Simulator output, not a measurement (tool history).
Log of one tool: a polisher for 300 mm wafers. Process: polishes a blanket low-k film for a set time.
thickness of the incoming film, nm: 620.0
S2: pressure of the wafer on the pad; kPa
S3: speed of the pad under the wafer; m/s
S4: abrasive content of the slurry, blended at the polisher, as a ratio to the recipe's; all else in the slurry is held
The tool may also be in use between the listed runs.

{"run": 1, "day": 0.0, "flow of slurry (ml/min)": 290, "S2": 9.0, "S3": 0.86, "S4": 1.0, "polishing time (s)": 70, "film removed (angstrom)": 154.84}
{"run": 2, "day": 0.192, "flow of slurry (ml/min)": 290, "S2": 9.0, "S3": 0.86, "S4": 0.8, "polishing time (s)": 70, "film removed (angstrom)": 137.52}
{"run": 3, "day": 0.258, "flow of slurry (ml/min)": 290, "S2": 9.0, "S3": 1.06, "S4": 0.8, "polishing time (s)": 70, "film removed (angstrom)": 150.81}
{"run": 4, "day": 0.583, "flow of slurry (ml/min)": 290, "S2": 9.7, "S3": 1.06, "S4": 0.8, "polishing time (s)": 70, "film removed (angstrom)": 160.5}
{"run": 5, "day": 0.829, "flow of slurry (ml/min)": 290, "S2": 9.7, "S3": 1.06, "S4": 0.65, "polishing time (s)": 70, "film removed (angstrom)": 136.77}
{"run": 6, "day": 1.183, "flow of slurry (ml/min)": 290, "S2": 9.7, "S3": 1.06, "S4": 0.8, "polishing time (s)": 70, "film removed (angstrom)": 155.63}
{"run": 7, "day": 1.379, "flow of slurry (ml/min)": 290, "S2": 10.3, "S3": 1.08, "S4": 0.8, "polishing time (s)": 70, "film removed (angstrom)": 172.74}

For run 8, what comes out?
{"run": 8, "day": 1.588, "flow of slurry (ml/min)": 290, "S2": 11.0, "S3": 1.1, "S4": 0.8, "polishing time (s)": 70, "film removed (angstrom)": "?"}

film removed (angstrom): 177.84
